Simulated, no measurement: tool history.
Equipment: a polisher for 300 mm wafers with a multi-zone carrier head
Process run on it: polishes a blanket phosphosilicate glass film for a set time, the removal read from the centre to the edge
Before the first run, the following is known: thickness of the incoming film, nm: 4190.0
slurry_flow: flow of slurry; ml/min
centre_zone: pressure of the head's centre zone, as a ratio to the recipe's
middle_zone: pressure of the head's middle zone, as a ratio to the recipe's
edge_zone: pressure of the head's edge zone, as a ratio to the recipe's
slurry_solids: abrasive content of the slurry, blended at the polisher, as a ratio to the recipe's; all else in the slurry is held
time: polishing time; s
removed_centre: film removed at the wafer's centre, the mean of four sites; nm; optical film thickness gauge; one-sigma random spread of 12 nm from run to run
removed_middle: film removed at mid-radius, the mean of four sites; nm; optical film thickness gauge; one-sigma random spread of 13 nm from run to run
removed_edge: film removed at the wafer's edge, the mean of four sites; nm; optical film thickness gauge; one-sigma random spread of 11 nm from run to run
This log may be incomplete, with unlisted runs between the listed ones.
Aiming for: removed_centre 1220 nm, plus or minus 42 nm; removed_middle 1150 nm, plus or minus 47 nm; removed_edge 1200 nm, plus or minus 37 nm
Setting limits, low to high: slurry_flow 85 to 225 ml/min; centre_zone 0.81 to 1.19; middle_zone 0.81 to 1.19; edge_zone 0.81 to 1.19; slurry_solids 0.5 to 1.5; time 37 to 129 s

{"run": 1, "hour": 0.0, "slurry_flow": 145, "centre_zone": 1, "middle_zone": 1, "edge_zone": 1, "slurry_solids": 1, "time": 83, "removed_centre": 937.9, "removed_middle": 893.5, "removed_edge": 869.07}
{"run": 2, "hour": 1.9, "slurry_flow": 155, "centre_zone": 1, "middle_zone": 1, "edge_zone": 1.05, "slurry_solids": 1.15, "time": 83, "removed_centre": 1008, "removed_middle": 978.23, "removed_edge": 971.85}
{"run": 3, "hour": 3.0, "slurry_flow": 165, "centre_zone": 1.02, "middle_zone": 1, "edge_zone": 1.09, "slurry_solids": 1.2, "time": 83, "removed_centre": 1067.1, "removed_middle": 1020.6, "removed_edge": 1008.5}
{"run": 4, "hour": 6.4, "slurry_flow": 165, "centre_zone": 1.06, "middle_zone": 1, "edge_zone": 1.09, "slurry_solids": 1.2, "time": 83, "removed_centre": 1101.2, "removed_middle": 1004.6, "removed_edge": 1007.7}
{"run": 5, "hour": 10.2, "slurry_flow": 165, "centre_zone": 1.06, "middle_zone": 1, "edge_zone": 1.09, "slurry_solids": 1.2, "time": 69, "removed_centre": 913.59, "removed_middle": 836.82, "removed_edge": 833.14}
{"hour": 17.0, "done": "edge zone pressure recalibrated"}
{"run": 6, "hour": 17.0, "slurry_flow": 165, "centre_zone": 1.06, "middle_zone": 1, "edge_zone": 1.09, "slurry_solids": 1.2, "time": 61, "removed_centre": 805.07, "removed_middle": 733.97, "removed_edge": 771.23}
{"run": 7, "hour": 20.6, "slurry_flow": 170, "centre_zone": 1.05, "middle_zone": 0.99, "edge_zone": 1.12, "slurry_solids": 1.3, "time": 67, "removed_centre": 914.38, "removed_middle": 830.5, "removed_edge": 882.87}
{"run": 8, "hour": 27.1, "slurry_flow": 175, "centre_zone": 1.05, "middle_zone": 1, "edge_zone": 1.14, "slurry_solids": 1.35, "time": 71, "removed_centre": 976.09, "removed_middle": 924.18, "removed_edge": 976.94}
{"run": 9, "hour": 32.1, "slurry_flow": 185, "centre_zone": 1.07, "middle_zone": 1.01, "edge_zone": 1.15, "slurry_solids": 1.4, "time": 73, "removed_centre": 1058.3, "removed_middle": 958.02, "removed_edge": 1023.9}
{"run": 10, "hour": 32.8, "slurry_flow": 190, "centre_zone": 1.07, "middle_zone": 1.03, "edge_zone": 1.16, "slurry_solids": 1.45, "time": 75, "removed_centre": 1100.5, "removed_middle": 1031.1, "removed_edge": 1062.2}
{"run": 11, "hour": 41.5, "slurry_flow": 195, "centre_zone": 1.07, "middle_zone": 1.03, "edge_zone": 1.17, "slurry_solids": 1.45, "time": 77, "removed_centre": 1118.8, "removed_middle": 1066.5, "removed_edge": 1103.7}
{"run": 12, "hour": 49.6, "slurry_flow": 195, "centre_zone": 1.07, "middle_zone": 1.03, "edge_zone": 1.18, "slurry_solids": 1.45, "time": 78, "removed_centre": 1146.6, "removed_middle": 1058.2, "removed_edge": 1130.3}

Exactly one of the 5 candidate moves below puts every result within its allowed miss. Which one?
{"run": "A", "hour": 57.7, "slurry_flow": 225, "centre_zone": 1.16, "middle_zone": 0.83, "edge_zone": 1.19, "slurry_solids": 0.9, "time": 95, "removed_centre": "?", "removed_middle": "?", "removed_edge": "?"}
{"run": "B", "hour": 57.7, "slurry_flow": 190, "centre_zone": 0.98, "middle_zone": 1, "edge_zone": 1.18, "slurry_solids": 1.5, "time": 72, "removed_centre": "?", "removed_middle": "?", "removed_edge": "?"}
{"run": "C", "hour": 57.7, "slurry_flow": 225, "centre_zone": 1.02, "middle_zone": 1.01, "edge_zone": 1.13, "slurry_solids": 1.5, "time": 83, "removed_centre": "?", "removed_middle": "?", "removed_edge": "?"}
{"run": "D", "hour": 57.7, "slurry_flow": 195, "centre_zone": 1.19, "middle_zone": 0.83, "edge_zone": 1.18, "slurry_solids": 1.4, "time": 83, "removed_centre": "?", "removed_middle": "?", "removed_edge": "?"}
{"run": "E", "hour": 57.7, "slurry_flow": 215, "centre_zone": 1.08, "middle_zone": 1.04, "edge_zone": 1.19, "slurry_solids": 1.35, "time": 71, "removed_centre": "?", "removed_middle": "?", "removed_edge": "?"}

move=A removed_centre=1209.7 removed_middle=929.59 removed_edge=1122.2
move=B removed_centre=999.08 removed_middle=968.71 removed_edge=1050
move=C removed_centre=1216.5 removed_middle=1149.8 removed_edge=1206.2
move=D removed_centre=1296.6 removed_middle=979.78 removed_edge=1183.9
move=E removed_centre=1034.2 removed_middle=954.8 removed_edge=1010.4
A: misses by more than the last run did
B: misses by more than the last run did
C: all results land within tolerance of their targets
D: misses by more than the last run did
E: misses by more than the last run did
Correct choice: C, which meets every target
